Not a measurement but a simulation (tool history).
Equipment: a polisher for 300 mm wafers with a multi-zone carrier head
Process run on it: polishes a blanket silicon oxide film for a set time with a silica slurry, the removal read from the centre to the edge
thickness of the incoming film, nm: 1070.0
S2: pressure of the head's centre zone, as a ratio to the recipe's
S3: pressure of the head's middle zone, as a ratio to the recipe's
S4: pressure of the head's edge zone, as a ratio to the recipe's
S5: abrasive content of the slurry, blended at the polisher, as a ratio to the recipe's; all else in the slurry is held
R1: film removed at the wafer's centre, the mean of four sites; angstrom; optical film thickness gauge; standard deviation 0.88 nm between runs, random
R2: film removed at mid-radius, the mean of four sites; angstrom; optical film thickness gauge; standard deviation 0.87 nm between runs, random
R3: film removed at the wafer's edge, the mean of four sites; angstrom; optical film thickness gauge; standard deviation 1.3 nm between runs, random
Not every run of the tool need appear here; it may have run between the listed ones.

Run 1, hour 0: flow of slurry (ml/min) 230, S2 1, S3 1, S4 1, S5 1, polishing time (s) 44. Result: R1 891.14 angstrom, R2 890.65 angstrom, R3 911.94 angstrom.
Run 2, hour 6.2: flow of slurry (ml/min) 235, S2 1.01, S3 1.02, S4 1.01, S5 1, polishing time (s) 44. Result: R1 887.4 angstrom, R2 924.11 angstrom, R3 934.47 angstrom.
Run 3, hour 14.7: flow of slurry (ml/min) 235, S2 1.01, S3 0.96, S4 1.01, S5 1, polishing time (s) 44. Result: R1 898.29 angstrom, R2 867.67 angstrom, R3 952.65 angstrom.
Run 4, hour 17.7: flow of slurry (ml/min) 185, S2 1.01, S3 0.96, S4 1.01, S5 1, polishing time (s) 44. Result: R1 865.36 angstrom, R2 839.88 angstrom, R3 915.64 angstrom.
Run 5, hour 22.7: flow of slurry (ml/min) 195, S2 1.02, S3 0.98, S4 1.02, S5 1, polishing time (s) 44. Result: R1 879.81 angstrom, R2 871.2 angstrom, R3 925.4 angstrom.
Run 6, hour 27.1: flow of slurry (ml/min) 195, S2 1.02, S3 0.98, S4 1.02, S5 1.2, polishing time (s) 44. Result: R1 977.46 angstrom, R2 969.94 angstrom, R3 1026.9 angstrom.
Run 7, hour 32: flow of slurry (ml/min) 205, S2 1.02, S3 0.99, S4 1.02, S5 1.2, polishing time (s) 44. Result: R1 970.22 angstrom, R2 978.68 angstrom, R3 1010 angstrom.
Run 8, hour 40.7: flow of slurry (ml/min) 215, S2 1.03, S3 1, S4 1.02, S5 1.2, polishing time (s) 44. Result: R1 1009.2 angstrom, R2 997.32 angstrom, R3 1036.2 angstrom.
Run 9, hour 47.1: flow of slurry (ml/min) 220, S2 1.03, S3 1.01, S4 1.02, S5 1.2, polishing time (s) 44. Result: R1 1001.5 angstrom, R2 989.1 angstrom, R3 1020.3 angstrom.
Run 10, hour 51.9: flow of slurry (ml/min) 225, S2 1.03, S3 1.02, S4 1.02, S5 1.2, polishing time (s) 44. Result: R1 994.02 angstrom, R2 1014.6 angstrom, R3 1022.6 angstrom.
Run 11, hour 58.9: flow of slurry (ml/min) 225, S2 1.03, S3 1.02, S4 1.02, S5 1.2, polishing time (s) 44. Result: R1 1002.4 angstrom, R2 1008 angstrom, R3 1048.3 angstrom.
Run 12, hour 60.4: flow of slurry (ml/min) 230, S2 1.03, S3 1.03, S4 1.01, S5 1.2, polishing time (s) 44. Result: R1 1003.2 angstrom, R2 1030.2 angstrom, R3 1050.1 angstrom.
Run 13, hour 63: flow of slurry (ml/min) 235, S2 1.04, S3 1.04, S4 1, S5 1.2, polishing time (s) 44. Result: R1 1013.6 angstrom, R2 1022.2 angstrom, R3 1011.9 angstrom.

Estimate the outcome of run 14 from the log above:
Run 14, hour 68.9: flow of slurry (ml/min) 240, S2 1.04, S3 1.05, S4 1, S5 1.2, polishing time (s) 44. Result: R1 ?, R2 ?, R3 ?.

R1: 1030.9 angstrom
R2: 1040 angstrom
R3: 1001.7 angstrom

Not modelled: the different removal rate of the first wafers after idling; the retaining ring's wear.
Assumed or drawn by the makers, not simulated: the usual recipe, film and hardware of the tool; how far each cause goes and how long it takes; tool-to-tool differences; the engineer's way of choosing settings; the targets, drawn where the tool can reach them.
